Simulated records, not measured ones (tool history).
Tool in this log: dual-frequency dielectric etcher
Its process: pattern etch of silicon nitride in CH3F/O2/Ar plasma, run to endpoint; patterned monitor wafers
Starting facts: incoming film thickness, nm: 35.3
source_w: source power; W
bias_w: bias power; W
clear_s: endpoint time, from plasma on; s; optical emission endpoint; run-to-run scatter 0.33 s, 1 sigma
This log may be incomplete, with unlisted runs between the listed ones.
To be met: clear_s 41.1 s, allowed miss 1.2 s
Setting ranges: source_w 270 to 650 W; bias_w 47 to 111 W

{"run": 1, "day": 0.0, "source_w": 460, "bias_w": 79, "clear_s": 47.567}
{"run": 2, "day": 0.067, "source_w": 460, "bias_w": 72, "clear_s": 48.651}
{"run": 3, "day": 0.283, "source_w": 390, "bias_w": 72, "clear_s": 51.2}
{"run": 4, "day": 0.371, "source_w": 360, "bias_w": 72, "clear_s": 52.725}
{"run": 5, "day": 0.612, "source_w": 360, "bias_w": 64, "clear_s": 53.694}
{"run": 6, "day": 0.921, "source_w": 390, "bias_w": 67, "clear_s": 52.355}
{"run": 7, "day": 0.958, "source_w": 420, "bias_w": 70, "clear_s": 50.612}
{"run": 8, "day": 1.117, "source_w": 440, "bias_w": 72, "clear_s": 49.585}
{"run": 9, "day": 1.417, "source_w": 460, "bias_w": 74, "clear_s": 47.341}
{"run": 10, "day": 1.638, "source_w": 470, "bias_w": 75, "clear_s": 48.476}
{"run": 11, "day": 1.925, "source_w": 490, "bias_w": 78, "clear_s": 46.46}
{"run": 12, "day": 2.179, "source_w": 500, "bias_w": 79, "clear_s": 46.501}
{"run": 13, "day": 2.379, "source_w": 510, "bias_w": 81, "clear_s": 45.366}

4 next moves are on the table. One of them brings every result within its allowed miss. Which?
{"run": "A", "day": 2.579, "source_w": 650, "bias_w": 109, "clear_s": "?"}
{"run": "B", "day": 2.579, "source_w": 650, "bias_w": 108, "clear_s": "?"}
{"run": "C", "day": 2.579, "source_w": 610, "bias_w": 93, "clear_s": "?"}
{"run": "D", "day": 2.579, "source_w": 650, "bias_w": 103, "clear_s": "?"}

move=A clear_s=38.999
move=B clear_s=39.103
move=C clear_s=41.652
move=D clear_s=39.635
A: takes the result that was furthest off past its target
B: takes the result that was furthest off past its target
C: in spec on every target
D: takes the result that was furthest off past its target
Go with C: it meets all targets.

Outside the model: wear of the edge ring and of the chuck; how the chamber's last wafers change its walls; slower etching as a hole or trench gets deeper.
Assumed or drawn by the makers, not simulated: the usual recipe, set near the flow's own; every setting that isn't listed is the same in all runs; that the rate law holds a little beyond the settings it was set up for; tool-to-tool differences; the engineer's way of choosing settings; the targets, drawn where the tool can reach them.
